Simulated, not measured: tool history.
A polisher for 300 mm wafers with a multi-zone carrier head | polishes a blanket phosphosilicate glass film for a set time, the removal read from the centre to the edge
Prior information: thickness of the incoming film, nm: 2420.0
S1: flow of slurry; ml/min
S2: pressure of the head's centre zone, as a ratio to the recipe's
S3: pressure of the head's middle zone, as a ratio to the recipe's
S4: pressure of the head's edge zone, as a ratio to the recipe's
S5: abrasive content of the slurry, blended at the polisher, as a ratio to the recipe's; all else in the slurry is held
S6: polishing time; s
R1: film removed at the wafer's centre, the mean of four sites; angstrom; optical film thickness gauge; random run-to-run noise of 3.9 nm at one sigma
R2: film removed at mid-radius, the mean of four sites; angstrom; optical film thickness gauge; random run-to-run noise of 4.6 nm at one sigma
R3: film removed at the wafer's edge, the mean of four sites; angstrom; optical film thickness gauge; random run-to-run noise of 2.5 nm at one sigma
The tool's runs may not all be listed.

run,hour,S1,S2,S3,S4,S5,S6,R1,R2,R3
1,0.0,220,1.00,1.00,1.00,1.00,47,6003.6,6068.6,5916.0
2,7.9,200,0.96,0.94,1.01,0.85,45,4887.5,4865.5,5034.1
3,15.0,200,1.02,0.94,1.01,0.85,45,5118.3,4757.5,5042.8
4,18.9,180,0.97,0.90,1.03,0.75,45,4324.3,4180.5,4526.3
5,23.8,180,0.97,0.90,1.09,0.75,45,4360.8,4119.6,4690.9
6,27.6,165,0.94,0.87,1.09,0.70,45,3905.9,3713.7,4317.4
7,36.0,155,0.92,0.86,1.09,0.70,45,3701.8,3632.1,4322.0

Expected results for the next run?
8,38.6,150,0.91,0.85,1.07,0.70,45,?,?,?

R1: 3694.3 angstrom
R2: 3596.3 angstrom
R3: 4241.4 angstrom

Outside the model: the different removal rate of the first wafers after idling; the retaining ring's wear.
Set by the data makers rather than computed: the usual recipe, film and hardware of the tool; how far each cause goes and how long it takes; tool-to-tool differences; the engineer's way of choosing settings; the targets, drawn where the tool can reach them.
